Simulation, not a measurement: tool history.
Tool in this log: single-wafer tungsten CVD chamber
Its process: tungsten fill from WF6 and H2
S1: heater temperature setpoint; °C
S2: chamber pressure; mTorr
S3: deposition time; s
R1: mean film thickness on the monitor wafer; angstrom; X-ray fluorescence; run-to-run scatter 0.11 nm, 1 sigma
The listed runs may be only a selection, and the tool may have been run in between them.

run    day   S1     S2    S3      R1
  1  0.000  385  27900  7.20  158.49
  2  0.325  385  32300  7.20  170.25
  3  0.621  387  32300  7.20  178.17
  4  0.946  389  32300  7.20  185.14
  5  1.321  391  32300  7.20  193.51
  6  1.608  391  36900  7.20  206.66

Expected results for the next run?
  7  1.942  392  36900  7.20   ?

Run 7 measured R1 211.17 angstrom.
